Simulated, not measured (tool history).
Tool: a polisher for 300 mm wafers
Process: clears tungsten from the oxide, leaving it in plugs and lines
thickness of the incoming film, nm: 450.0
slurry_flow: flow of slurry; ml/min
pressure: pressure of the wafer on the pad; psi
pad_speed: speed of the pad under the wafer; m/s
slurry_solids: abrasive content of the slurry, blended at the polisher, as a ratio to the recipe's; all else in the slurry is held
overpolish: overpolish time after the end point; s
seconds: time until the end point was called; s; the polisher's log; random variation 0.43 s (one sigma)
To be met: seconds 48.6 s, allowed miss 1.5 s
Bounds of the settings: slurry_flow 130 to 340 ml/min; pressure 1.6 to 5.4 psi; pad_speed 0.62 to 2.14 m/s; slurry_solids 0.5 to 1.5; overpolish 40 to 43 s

{"run": 1, "day": 0.0, "slurry_flow": 220, "pressure": 3.5, "pad_speed": 1.38, "slurry_solids": 1, "overpolish": 40, "seconds": 75.183}
{"run": 2, "day": 0.217, "slurry_flow": 220, "pressure": 3.5, "pad_speed": 1.38, "slurry_solids": 1, "overpolish": 40, "seconds": 74.158}
{"run": 3, "day": 0.546, "slurry_flow": 225, "pressure": 3.9, "pad_speed": 1.38, "slurry_solids": 1, "overpolish": 40, "seconds": 67.177}
{"run": 4, "day": 0.846, "slurry_flow": 225, "pressure": 3.9, "pad_speed": 1.16, "slurry_solids": 1, "overpolish": 40, "seconds": 80.207}
{"run": 5, "day": 1.012, "slurry_flow": 225, "pressure": 4.3, "pad_speed": 1.2, "slurry_solids": 1, "overpolish": 40, "seconds": 70.95}
{"run": 6, "day": 1.142, "slurry_flow": 230, "pressure": 4.6, "pad_speed": 1.24, "slurry_solids": 1, "overpolish": 40, "seconds": 64.103}
{"run": 7, "day": 1.196, "slurry_flow": 230, "pressure": 4.6, "pad_speed": 1.24, "slurry_solids": 1, "overpolish": 40, "seconds": 64.671}
{"run": 8, "day": 1.229, "slurry_flow": 230, "pressure": 4.8, "pad_speed": 1.28, "slurry_solids": 1, "overpolish": 40, "seconds": 59.67}
{"run": 9, "day": 1.475, "slurry_flow": 230, "pressure": 5, "pad_speed": 1.3, "slurry_solids": 1, "overpolish": 40, "seconds": 56.818}
{"run": 10, "day": 1.5, "slurry_flow": 235, "pressure": 5.1, "pad_speed": 1.32, "slurry_solids": 1, "overpolish": 40, "seconds": 55.497}
{"run": 11, "day": 1.838, "slurry_flow": 235, "pressure": 5.2, "pad_speed": 1.34, "slurry_solids": 1, "overpolish": 40, "seconds": 53.806}
{"run": 12, "day": 1.988, "slurry_flow": 235, "pressure": 5.2, "pad_speed": 1.36, "slurry_solids": 1, "overpolish": 40, "seconds": 52.292}
{"run": 13, "day": 2.104, "slurry_flow": 235, "pressure": 5.2, "pad_speed": 1.36, "slurry_solids": 1, "overpolish": 40, "seconds": 52.435}
{"run": 14, "day": 2.208, "slurry_flow": 235, "pressure": 5.3, "pad_speed": 1.38, "slurry_solids": 1, "overpolish": 40, "seconds": 50.883}

4 next moves are on the table. One of them brings every result within its allowed miss. Which?
{"run": "A", "day": 2.312, "slurry_flow": 230, "pressure": 5.4, "pad_speed": 1.44, "slurry_solids": 0.95, "overpolish": 41, "seconds": "?"}
{"run": "B", "day": 2.312, "slurry_flow": 225, "pressure": 5.4, "pad_speed": 1.44, "slurry_solids": 1.25, "overpolish": 40, "seconds": "?"}
{"run": "C", "day": 2.312, "slurry_flow": 280, "pressure": 5.3, "pad_speed": 1.52, "slurry_solids": 0.95, "overpolish": 43, "seconds": "?"}
{"run": "D", "day": 2.312, "slurry_flow": 225, "pressure": 5.3, "pad_speed": 1.58, "slurry_solids": 0.5, "overpolish": 43, "seconds": "?"}

move=A seconds=49.287
move=B seconds=46.203
move=C seconds=46.859
move=D seconds=53.302
A: meets every target
B: takes the result that was furthest off past its target
C: takes the result that was furthest off past its target
D: further off than the last run
Answer: A
